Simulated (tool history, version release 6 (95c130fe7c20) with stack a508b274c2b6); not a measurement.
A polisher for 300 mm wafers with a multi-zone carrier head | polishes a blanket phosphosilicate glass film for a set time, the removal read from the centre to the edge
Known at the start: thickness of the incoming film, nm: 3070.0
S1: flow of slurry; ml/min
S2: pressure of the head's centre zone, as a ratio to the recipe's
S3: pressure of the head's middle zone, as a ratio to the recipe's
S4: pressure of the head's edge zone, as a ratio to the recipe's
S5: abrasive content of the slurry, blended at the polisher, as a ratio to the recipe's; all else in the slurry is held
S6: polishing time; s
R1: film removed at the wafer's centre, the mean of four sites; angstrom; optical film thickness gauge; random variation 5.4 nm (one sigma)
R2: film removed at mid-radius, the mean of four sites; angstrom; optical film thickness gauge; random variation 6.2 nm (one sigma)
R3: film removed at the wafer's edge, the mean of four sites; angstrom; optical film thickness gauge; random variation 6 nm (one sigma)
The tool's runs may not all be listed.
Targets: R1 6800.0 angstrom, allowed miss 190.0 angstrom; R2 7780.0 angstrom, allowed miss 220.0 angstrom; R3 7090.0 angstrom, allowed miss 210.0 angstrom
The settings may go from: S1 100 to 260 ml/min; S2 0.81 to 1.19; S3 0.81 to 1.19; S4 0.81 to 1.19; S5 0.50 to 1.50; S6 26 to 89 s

Run 1, hour 0.0: S1 165 ml/min, S2 1.00, S3 1.00, S4 1.00, S5 1.00, S6 57 s. Result: R1 5057.7 angstrom, R2 5088.5 angstrom, R3 4905.3 angstrom.
Run 2, hour 3.1: S1 165 ml/min, S2 1.00, S3 1.00, S4 1.00, S5 1.00, S6 70 s. Result: R1 6149.1 angstrom, R2 6273.7 angstrom, R3 6050.5 angstrom.
Run 3, hour 10.5: S1 145 ml/min, S2 1.00, S3 1.00, S4 1.00, S5 1.00, S6 70 s. Result: R1 6146.8 angstrom, R2 6036.4 angstrom, R3 5945.6 angstrom.
Run 4, hour 13.6: S1 165 ml/min, S2 1.01, S3 1.02, S4 1.03, S5 1.00, S6 70 s. Result: R1 6298.7 angstrom, R2 6319.6 angstrom, R3 6035.2 angstrom.
Run 5, hour 15.3: S1 165 ml/min, S2 1.09, S3 1.02, S4 1.03, S5 1.00, S6 70 s. Result: R1 6770.3 angstrom, R2 6316.4 angstrom, R3 6083.3 angstrom.
Run 6, hour 18.2: S1 180 ml/min, S2 1.06, S3 1.03, S4 1.06, S5 1.05, S6 70 s. Result: R1 6776.3 angstrom, R2 6650.6 angstrom, R3 6321.4 angstrom.
Run 7, hour 23.4: S1 230 ml/min, S2 0.98, S3 1.10, S4 1.16, S5 1.15, S6 70 s. Result: R1 6828.6 angstrom, R2 7457.2 angstrom, R3 6884.4 angstrom.
Run 8, hour 27.8: S1 230 ml/min, S2 0.97, S3 1.11, S4 1.17, S5 1.15, S6 70 s. Result: R1 6759.9 angstrom, R2 7541.0 angstrom, R3 6961.3 angstrom.

Which of these 5 next moves meets every target?
Run A, hour 32.2: S1 230 ml/min, S2 0.95, S3 1.14, S4 1.11, S5 1.10, S6 71 s. Result: R1 ?, R2 ?, R3 ?.
Run B, hour 32.2: S1 225 ml/min, S2 0.91, S3 0.99, S4 1.19, S5 1.15, S6 76 s. Result: R1 ?, R2 ?, R3 ?.
Run C, hour 32.2: S1 250 ml/min, S2 0.96, S3 0.99, S4 1.17, S5 1.45, S6 66 s. Result: R1 ?, R2 ?, R3 ?.
Run D, hour 32.2: S1 225 ml/min, S2 0.95, S3 1.11, S4 1.16, S5 1.20, S6 71 s. Result: R1 ?, R2 ?, R3 ?.
Run E, hour 32.2: S1 195 ml/min, S2 0.94, S3 1.01, S4 1.16, S5 1.30, S6 72 s. Result: R1 ?, R2 ?, R3 ?.

move      R1      R2      R3
   A  6717.5  7690.6  6720.2
   B  6973.1  7404.3  7460.8
   C  7051.3  7081.7  7079.4
   D  6918.4  7745.1  7019.0
   E  6978.0  7309.1  7225.7
A: brings the result that was furthest off to its target, and leaves another outside
B: further off than the last run
C: further off than the last run
D: meets every target
E: further off than the last run
Answer: D
